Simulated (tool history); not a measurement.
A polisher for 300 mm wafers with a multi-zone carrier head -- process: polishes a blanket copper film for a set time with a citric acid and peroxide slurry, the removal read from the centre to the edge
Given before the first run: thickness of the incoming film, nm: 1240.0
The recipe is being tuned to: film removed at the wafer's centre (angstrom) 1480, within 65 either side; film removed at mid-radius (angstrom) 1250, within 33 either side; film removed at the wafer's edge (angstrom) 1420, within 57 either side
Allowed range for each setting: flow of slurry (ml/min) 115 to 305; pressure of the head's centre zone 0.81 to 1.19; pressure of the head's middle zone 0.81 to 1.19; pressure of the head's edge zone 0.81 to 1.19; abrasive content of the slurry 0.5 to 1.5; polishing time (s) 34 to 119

run	hour	flow of slurry (ml/min)	pressure of the head's centre zone	pressure of the head's middle zone	pressure of the head's edge zone	abrasive content of the slurry	polishing time (s)	film removed at the wafer's centre (angstrom)	film removed at mid-radius (angstrom)	film removed at the wafer's edge (angstrom)
1	0	195	1	1	1	1	76	1933.2	1888.8	1884.3
2	6.5	195	1	1	1	1	83	2122.4	2068.2	2075.8
3	12.7	195	0.94	1	1	1	83	1987.2	2067.8	2034.7
4	19.8	180	0.95	0.94	0.97	0.85	78	1849.2	1770.8	1840
5	24.1	180	0.95	0.94	0.97	1	78	1866.1	1834.7	1890.6
6	28	180	0.95	0.94	1.01	1	78	1834.3	1823	1918.1
7	30.7	175	0.95	0.9	0.98	0.85	73	1679.3	1591.9	1700.6
8	31.3	165	0.96	0.87	0.97	0.75	71	1596.1	1460.6	1643.9
9	38.6	160	0.96	0.85	0.93	0.65	70	1538.5	1368.7	1536.4
10	40.6	155	0.96	0.84	0.91	0.6	70	1480.9	1347.2	1495.1
11	48.9	150	0.98	0.83	0.9	0.55	70	1492.9	1296.6	1489.2

Next run, 4 choices. One meets every target within its allowed miss, the rest don't. Which?
A	57.2	130	1.02	0.91	0.96	0.85	65	?	?	?
B	57.2	175	1.05	0.81	0.86	0.55	62	?	?	?
C	57.2	185	0.95	0.86	0.85	0.6	67	?	?	?
D	57.2	205	1	0.84	0.96	0.6	62	?	?	?

move	film removed at the wafer's centre (angstrom)	film removed at mid-radius (angstrom)	film removed at the wafer's edge (angstrom)
A	1537.1	1344.2	1430
B	1503.8	1153.1	1264.6
C	1503.1	1337.8	1384.7
D	1489.6	1232.3	1370.8
A: moves away from the targets compared with the last run
B: takes the result that was furthest off past its target
C: moves away from the targets compared with the last run
D: in spec on every target
Correct choice: D, which meets every target
